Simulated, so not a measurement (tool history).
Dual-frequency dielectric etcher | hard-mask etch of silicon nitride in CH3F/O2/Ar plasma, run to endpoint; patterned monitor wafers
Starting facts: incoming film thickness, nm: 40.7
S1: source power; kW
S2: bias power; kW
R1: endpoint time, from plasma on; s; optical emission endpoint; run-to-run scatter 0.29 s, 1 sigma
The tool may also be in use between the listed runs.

run	day	S1	S2	R1
1	0	0.34	0.061	59.303
2	0.079	0.37	0.061	57.123
3	0.375	0.38	0.062	56.371
4	0.412	0.39	0.063	54.841
5	0.525	0.35	0.063	57.251
6	0.642	0.35	0.067	56.022
7	0.754	0.36	0.068	55.532
8	1.017	0.37	0.069	54.466

Run 9 comes next. What will it give?
9	1.1	0.38	0.07	?

{"run 9": {"R1": 53.432}}
